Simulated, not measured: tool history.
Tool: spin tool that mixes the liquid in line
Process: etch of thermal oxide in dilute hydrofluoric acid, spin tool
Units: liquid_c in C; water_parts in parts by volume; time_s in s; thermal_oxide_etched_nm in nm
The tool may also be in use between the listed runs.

run,day,liquid_c,water_parts,time_s,thermal_oxide_etched_nm
1,0.000,22.0,100,295,12.9530
2,0.067,22.0,85,295,15.4350
3,0.096,20.5,95,295,12.9460
4,0.300,19.5,105,295,11.0560
5,0.329,19.5,125,295,9.1451
6,0.575,19.5,125,295,9.0288
7,0.696,19.0,125,295,8.9120
8,0.904,18.5,125,295,8.6920

The next listed run, before its measurement:
9,1.188,18.0,125,295,?

thermal_oxide_etched_nm: 8.5722 nm

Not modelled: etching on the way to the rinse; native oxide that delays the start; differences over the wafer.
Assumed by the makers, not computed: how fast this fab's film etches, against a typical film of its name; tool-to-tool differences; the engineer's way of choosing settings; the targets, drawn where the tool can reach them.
